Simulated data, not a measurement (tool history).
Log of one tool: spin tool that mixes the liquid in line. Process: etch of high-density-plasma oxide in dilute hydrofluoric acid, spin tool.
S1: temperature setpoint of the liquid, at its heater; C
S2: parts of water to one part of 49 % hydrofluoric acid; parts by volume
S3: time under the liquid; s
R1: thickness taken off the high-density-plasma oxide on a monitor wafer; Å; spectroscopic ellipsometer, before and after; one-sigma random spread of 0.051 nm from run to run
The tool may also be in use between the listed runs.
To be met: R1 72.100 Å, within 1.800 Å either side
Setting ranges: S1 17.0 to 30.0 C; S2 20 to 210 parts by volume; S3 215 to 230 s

run  hour    S1   S2   S3       R1
  1   0.0  22.0  115  215  107.930
  2   7.5  21.0  120  215   98.648
  3   9.5  21.0  100  215  120.940
  4  10.9  21.0  100  230  130.360
  5  19.5  21.0  100  215  121.230
  6  28.4  21.0   85  215  146.970
  7  31.5  20.0   95  215  124.020
  8  39.2  19.5  105  215  107.460
  9  41.8  19.0  110  215   99.425
 10  43.8  18.5  115  215   93.036
 11  47.7  18.0  120  215   87.803
 12  56.3  18.0  125  215   83.847
 13  62.1  18.0  130  215   80.062
 14  68.2  17.5  135  215   74.189

Pick the move, out of 4, that brings all results within their allowed miss; only one does.
  A  74.3  17.0  125  215   ?
  B  74.3  17.5  130  215   ?
  C  74.3  18.0  150  230   ?
  D  74.3  17.0  130  215   ?

move      R1
   A  79.717
   B  77.862
   C  72.222
   D  76.269
A: its largest miss is bigger than the last run's
B: its largest miss is bigger than the last run's
C: each result inside its tolerance
D: its largest miss is bigger than the last run's
The right move is C.
